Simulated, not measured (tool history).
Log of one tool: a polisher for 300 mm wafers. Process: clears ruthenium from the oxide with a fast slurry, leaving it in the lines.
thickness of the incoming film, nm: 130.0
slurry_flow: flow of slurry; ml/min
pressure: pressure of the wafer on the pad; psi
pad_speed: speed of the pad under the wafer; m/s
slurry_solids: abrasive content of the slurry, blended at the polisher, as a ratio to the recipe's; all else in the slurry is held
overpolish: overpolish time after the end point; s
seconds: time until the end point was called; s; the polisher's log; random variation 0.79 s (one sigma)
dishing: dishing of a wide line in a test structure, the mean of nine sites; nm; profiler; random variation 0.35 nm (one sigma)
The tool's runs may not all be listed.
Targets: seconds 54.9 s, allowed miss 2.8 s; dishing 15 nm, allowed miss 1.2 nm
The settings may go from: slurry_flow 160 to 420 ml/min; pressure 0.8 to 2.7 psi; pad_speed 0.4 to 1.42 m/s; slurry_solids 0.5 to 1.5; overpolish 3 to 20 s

run	hour	slurry_flow	pressure	pad_speed	slurry_solids	overpolish	seconds	dishing
1	0	270	1.7	0.9	1	10	53.988	20.164
2	6.9	270	1.7	0.9	1	9	54.61	19.013
3	8.4	270	1.5	0.9	1	9	60.467	17.249
4	17.4	270	1.5	0.78	1	9	71.286	14.923
5	25.3	270	1.6	0.78	1	8	67.802	13.853
6	31.9	270	1.7	0.78	1	8	62.787	15.077
7	34.2	270	1.8	0.78	1	8	60.233	15.322
8	41.8	270	1.9	0.78	1	8	56.623	16.405

Which of these 5 next moves meets every target?
A	49.4	320	2	0.86	0.85	9	?	?
B	49.4	290	2	0.86	0.85	9	?	?
C	49.4	200	2.1	1.12	0.6	10	?	?
D	49.4	265	1.8	0.88	0.95	7	?	?
E	49.4	300	1.7	0.72	1.2	8	?	?

move	seconds	dishing
A	54.471	18.764
B	54.89	18.629
C	62.221	18.279
D	54.888	14.66
E	60.189	15.252
A: further off than the last run
B: further off than the last run
C: further off than the last run
D: meets every target
E: brings the result that was furthest off to its target, and leaves another outside
Answer: D
